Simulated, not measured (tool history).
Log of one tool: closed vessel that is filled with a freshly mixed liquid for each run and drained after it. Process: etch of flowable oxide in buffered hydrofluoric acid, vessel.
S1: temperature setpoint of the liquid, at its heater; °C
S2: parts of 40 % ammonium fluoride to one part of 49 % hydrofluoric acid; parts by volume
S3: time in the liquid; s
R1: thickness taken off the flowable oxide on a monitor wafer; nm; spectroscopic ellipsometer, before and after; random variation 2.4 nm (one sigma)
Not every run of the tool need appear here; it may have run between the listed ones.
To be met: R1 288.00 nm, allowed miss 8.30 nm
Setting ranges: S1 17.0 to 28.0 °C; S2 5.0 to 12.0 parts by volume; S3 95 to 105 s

{"run": 1, "hour": 0.0, "S1": 20.0, "S2": 7.0, "S3": 95, "R1": 440.03}
{"run": 2, "hour": 3.1, "S1": 23.0, "S2": 7.0, "S3": 95, "R1": 513.73}
{"run": 3, "hour": 8.5, "S1": 21.5, "S2": 7.5, "S3": 95, "R1": 447.8}
{"run": 4, "hour": 10.2, "S1": 20.5, "S2": 8.0, "S3": 95, "R1": 394.97}
{"run": 5, "hour": 17.3, "S1": 20.5, "S2": 6.5, "S3": 95, "R1": 482.78}
{"run": 6, "hour": 22.6, "S1": 18.0, "S2": 6.5, "S3": 95, "R1": 417.28}
{"run": 7, "hour": 26.6, "S1": 18.0, "S2": 7.0, "S3": 95, "R1": 395.52}
{"run": 8, "hour": 29.9, "S1": 17.0, "S2": 9.5, "S3": 95, "R1": 275.14}
{"hour": 35.1, "done": "thermometer replaced"}
{"run": 9, "hour": 35.1, "S1": 17.0, "S2": 9.5, "S3": 95, "R1": 245.13}
{"run": 10, "hour": 42.7, "S1": 17.5, "S2": 9.5, "S3": 95, "R1": 256.9}

Exactly one of the 4 candidate moves below puts every result within its allowed miss. Which one?
{"run": "A", "hour": 50.3, "S1": 17.0, "S2": 8.5, "S3": 95, "R1": "?"}
{"run": "B", "hour": 50.3, "S1": 17.0, "S2": 10.5, "S3": 100, "R1": "?"}
{"run": "C", "hour": 50.3, "S1": 17.5, "S2": 8.5, "S3": 100, "R1": "?"}
{"run": "D", "hour": 50.3, "S1": 17.5, "S2": 10.0, "S3": 105, "R1": "?"}

move=A R1=266.15
move=B R1=234.93
move=C R1=288.25
move=D R1=266.16
A: gains on the last run, yet a result remains outside its allowed miss
B: further off than the last run
C: in spec on every target
D: gains on the last run, yet a result remains outside its allowed miss
The move that meets every target is C.

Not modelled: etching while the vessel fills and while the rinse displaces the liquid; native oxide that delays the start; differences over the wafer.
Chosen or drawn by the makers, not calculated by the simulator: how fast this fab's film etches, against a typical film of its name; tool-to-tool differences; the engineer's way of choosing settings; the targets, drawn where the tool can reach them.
